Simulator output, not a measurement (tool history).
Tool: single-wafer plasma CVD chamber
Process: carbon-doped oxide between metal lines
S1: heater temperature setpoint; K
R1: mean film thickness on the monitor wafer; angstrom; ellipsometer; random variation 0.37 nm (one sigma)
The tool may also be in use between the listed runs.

Run 1, hour 0.0: S1 638.15 K, chamber pressure (Torr) 5.89, RF power (kW) 0.525, deposition time (s) 19.2. Result: R1 943.94 angstrom.
Run 2, hour 2.6: S1 639.15 K, chamber pressure (Torr) 5.72, RF power (kW) 0.520, deposition time (s) 19.2. Result: R1 922.98 angstrom.
Run 3, hour 7.6: S1 644.15 K, chamber pressure (Torr) 5.72, RF power (kW) 0.520, deposition time (s) 19.2. Result: R1 920.04 angstrom.
Run 4, hour 10.4: S1 644.15 K, chamber pressure (Torr) 5.72, RF power (kW) 0.520, deposition time (s) 18.3. Result: R1 882.00 angstrom.
Run 5, hour 16.9: S1 645.15 K, chamber pressure (Torr) 5.64, RF power (kW) 0.520, deposition time (s) 18.3. Result: R1 863.17 angstrom.
Run 6, hour 18.9: S1 645.15 K, chamber pressure (Torr) 5.63, RF power (kW) 0.520, deposition time (s) 18.3. Result: R1 872.67 angstrom.
Run 7, hour 24.1: S1 646.15 K, chamber pressure (Torr) 5.59, RF power (kW) 0.520, deposition time (s) 18.3. Result: R1 866.11 angstrom.
Run 8, hour 31.9: S1 646.15 K, chamber pressure (Torr) 5.59, RF power (kW) 0.520, deposition time (s) 18.3. Result: R1 873.13 angstrom.

Forecast run 9:
Run 9, hour 39.0: S1 647.15 K, chamber pressure (Torr) 5.53, RF power (kW) 0.520, deposition time (s) 18.3. Result: R1 ?.

R1: 866.52 angstrom

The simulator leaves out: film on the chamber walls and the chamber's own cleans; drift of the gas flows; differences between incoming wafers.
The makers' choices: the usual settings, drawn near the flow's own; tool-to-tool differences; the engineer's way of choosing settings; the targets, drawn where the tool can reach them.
